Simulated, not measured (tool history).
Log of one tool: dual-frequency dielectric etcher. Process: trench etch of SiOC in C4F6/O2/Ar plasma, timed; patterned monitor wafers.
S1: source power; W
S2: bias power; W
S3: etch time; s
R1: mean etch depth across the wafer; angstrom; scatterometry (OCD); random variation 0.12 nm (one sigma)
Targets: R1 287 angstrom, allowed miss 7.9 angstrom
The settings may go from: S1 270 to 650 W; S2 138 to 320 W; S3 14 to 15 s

Run 1, day 0: S1 460 W, S2 229 W, S3 15 s. Result: R1 371.68 angstrom.
Run 2, day 0.042: S1 430 W, S2 213 W, S3 15 s. Result: R1 351.41 angstrom.
Run 3, day 0.35: S1 400 W, S2 203 W, S3 15 s. Result: R1 339.52 angstrom.
Run 4, day 0.596: S1 400 W, S2 203 W, S3 14 s. Result: R1 314.97 angstrom.
Run 5, day 0.946: S1 400 W, S2 236 W, S3 14 s. Result: R1 327.75 angstrom.
Run 6, day 1.154: S1 370 W, S2 236 W, S3 14 s. Result: R1 319.21 angstrom.
Run 7, day 1.512: S1 350 W, S2 233 W, S3 14 s. Result: R1 311.3 angstrom.
Run 8, day 1.65: S1 330 W, S2 231 W, S3 14 s. Result: R1 305.3 angstrom.
Run 9, day 1.679: S1 320 W, S2 229 W, S3 14 s. Result: R1 302.33 angstrom.
Run 10, day 1.8: S1 310 W, S2 227 W, S3 14 s. Result: R1 295.82 angstrom.

4 next moves are on the table. One of them brings every result within its allowed miss. Which?
Run A, day 1.921: S1 310 W, S2 224 W, S3 14.5 s. Result: R1 ?.
Run B, day 1.921: S1 300 W, S2 227 W, S3 14.5 s. Result: R1 ?.
Run C, day 1.921: S1 270 W, S2 195 W, S3 14 s. Result: R1 ?.
Run D, day 1.921: S1 290 W, S2 228 W, S3 14 s. Result: R1 ?.

move      R1
   A  306.75
   B  304.21
   C  271.21
   D  290.46
A: further off than the last run
B: further off than the last run
C: takes the result that was furthest off past its target
D: meets every target
The right move is D.
